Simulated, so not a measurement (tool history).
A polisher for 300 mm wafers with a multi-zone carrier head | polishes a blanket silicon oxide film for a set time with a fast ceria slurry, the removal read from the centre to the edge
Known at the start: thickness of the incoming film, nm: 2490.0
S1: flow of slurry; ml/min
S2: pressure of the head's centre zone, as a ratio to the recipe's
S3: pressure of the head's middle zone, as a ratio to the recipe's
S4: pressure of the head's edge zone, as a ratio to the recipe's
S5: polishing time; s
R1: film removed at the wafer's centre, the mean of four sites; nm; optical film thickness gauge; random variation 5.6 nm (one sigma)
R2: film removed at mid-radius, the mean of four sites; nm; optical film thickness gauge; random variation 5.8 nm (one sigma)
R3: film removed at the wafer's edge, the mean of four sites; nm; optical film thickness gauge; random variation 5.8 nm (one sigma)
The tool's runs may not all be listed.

Run 1, hour 0.0: S1 145 ml/min, S2 1.00, S3 1.00, S4 1.00, S5 48 s. Result: R1 836.87 nm, R2 866.20 nm, R3 796.97 nm.
Run 2, hour 4.5: S1 145 ml/min, S2 1.00, S3 1.00, S4 1.00, S5 54 s. Result: R1 952.76 nm, R2 959.86 nm, R3 899.20 nm.
Run 3, hour 7.0: S1 145 ml/min, S2 1.00, S3 0.92, S4 1.00, S5 54 s. Result: R1 948.15 nm, R2 895.87 nm, R3 909.10 nm.
Run 4, hour 7.6: S1 145 ml/min, S2 1.00, S3 0.92, S4 1.00, S5 65 s. Result: R1 1155.60 nm, R2 1085.00 nm, R3 1098.00 nm.
Run 5, hour 15.5: S1 145 ml/min, S2 1.00, S3 0.92, S4 1.00, S5 58 s. Result: R1 1012.10 nm, R2 958.85 nm, R3 978.66 nm.
Run 6, hour 23.1: S1 140 ml/min, S2 1.00, S3 0.94, S4 0.96, S5 56 s. Result: R1 974.46 nm, R2 946.14 nm, R3 926.15 nm.
Run 7, hour 26.6: S1 140 ml/min, S2 1.00, S3 0.96, S4 0.94, S5 53 s. Result: R1 939.44 nm, R2 906.13 nm, R3 863.41 nm.
Run 8, hour 34.9: S1 135 ml/min, S2 0.99, S3 0.97, S4 0.91, S5 51 s. Result: R1 875.90 nm, R2 874.06 nm, R3 823.42 nm.
Run 9, hour 42.8: S1 130 ml/min, S2 0.99, S3 0.99, S4 0.89, S5 50 s. Result: R1 859.99 nm, R2 856.04 nm, R3 784.29 nm.
Run 10, hour 50.5: S1 120 ml/min, S2 0.99, S3 1.00, S4 0.87, S5 50 s. Result: R1 821.09 nm, R2 846.12 nm, R3 786.20 nm.

The next listed run, before its measurement:
Run 11, hour 51.1: S1 120 ml/min, S2 0.99, S3 1.01, S4 0.86, S5 49 s. Result: R1 ?, R2 ?, R3 ?.

{"run 11": {"R1": 819.62, "R2": 854.25, "R3": 747.26}}
